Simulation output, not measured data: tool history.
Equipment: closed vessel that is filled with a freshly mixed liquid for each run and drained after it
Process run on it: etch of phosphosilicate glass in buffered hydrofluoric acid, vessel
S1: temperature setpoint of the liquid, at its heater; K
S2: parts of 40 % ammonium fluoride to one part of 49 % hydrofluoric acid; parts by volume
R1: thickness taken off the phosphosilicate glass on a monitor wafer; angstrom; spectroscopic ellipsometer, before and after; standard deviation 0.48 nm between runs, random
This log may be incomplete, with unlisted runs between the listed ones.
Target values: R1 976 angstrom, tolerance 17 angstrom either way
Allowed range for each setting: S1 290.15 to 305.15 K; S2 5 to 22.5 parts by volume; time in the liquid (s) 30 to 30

run 1 hour=0 | S1=297.15 S2=13.5 time_in_the_liquid_(s)=30 | R1=1854.6
run 2 hour=7.6 | S1=297.15 S2=13.5 time_in_the_liquid_(s)=30 | R1=1856.6
run 3 hour=11.9 | S1=295.65 S2=14 time_in_the_liquid_(s)=30 | R1=1646.8
run 4 hour=19.8 | S1=295.65 S2=14 time_in_the_liquid_(s)=30 | R1=1646.7
run 5 hour=23.8 | S1=297.15 S2=14 time_in_the_liquid_(s)=30 | R1=1779.1
run 6 hour=28.8 | S1=295.65 S2=14.5 time_in_the_liquid_(s)=30 | R1=1589.4
run 7 hour=29.9 | S1=294.65 S2=15 time_in_the_liquid_(s)=30 | R1=1464.5
run 8 hour=34.6 | S1=293.65 S2=15.5 time_in_the_liquid_(s)=30 | R1=1319.7
run 9 hour=38.9 | S1=290.15 S2=17 time_in_the_liquid_(s)=30 | R1=998.5

Which single option among these 4 for the next run brings every result within its allowed miss of target? Just one does.
run A hour=43.2 | S1=290.15 S2=16.5 time_in_the_liquid_(s)=30 | R1=?
run B hour=43.2 | S1=294.15 S2=22.5 time_in_the_liquid_(s)=30 | R1=?
run C hour=43.2 | S1=290.15 S2=16 time_in_the_liquid_(s)=30 | R1=?
run D hour=43.2 | S1=290.65 S2=17 time_in_the_liquid_(s)=30 | R1=?

move=A R1=1026.8
move=B R1=981.48
move=C R1=1058.5
move=D R1=1025.9
A: misses by more than the last run did
B: each result inside its tolerance
C: misses by more than the last run did
D: misses by more than the last run did
B is the move that brings every result within its allowed miss.
